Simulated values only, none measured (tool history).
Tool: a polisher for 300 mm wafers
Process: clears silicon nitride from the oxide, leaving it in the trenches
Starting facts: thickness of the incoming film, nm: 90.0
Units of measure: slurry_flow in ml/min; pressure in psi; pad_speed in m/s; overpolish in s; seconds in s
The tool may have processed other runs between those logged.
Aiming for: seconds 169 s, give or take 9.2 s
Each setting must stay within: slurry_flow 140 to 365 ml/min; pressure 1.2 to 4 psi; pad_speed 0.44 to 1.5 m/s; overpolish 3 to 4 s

run	day	slurry_flow	pressure	pad_speed	overpolish	seconds
1	0	235	2.6	0.96	4	92.22
2	0.058	235	3.2	0.96	4	76.383
3	0.383	235	3.7	0.96	4	65.559
4	0.671	235	3.3	0.92	4	78.236
5	0.867	185	3.3	0.92	4	78.876
6	1	185	3.3	1.12	4	67.519
7	1.262	180	2.9	1.06	4	79.081
8	1.329	180	2.6	1	4	95.229
9	1.492	180	2.3	0.98	4	108.02
10	1.846	180	2.1	0.96	4	118.87
11	2.054	180	1.9	0.96	4	131.2
12	2.075	180	1.3	0.94	4	191.93

Which of these 4 next moves meets every target?
A	2.096	180	1.2	0.8	3	?
B	2.096	140	1.2	1.08	4	?
C	2.096	225	1.3	0.76	4	?
D	2.096	165	1.4	1.02	3	?

move	seconds
A	239.26
B	187.55
C	225.76
D	166.02
A: misses by more than the last run did
B: gains on the last run, yet a result remains outside its allowed miss
C: misses by more than the last run did
D: each result inside its tolerance
Correct choice: D, which meets every target
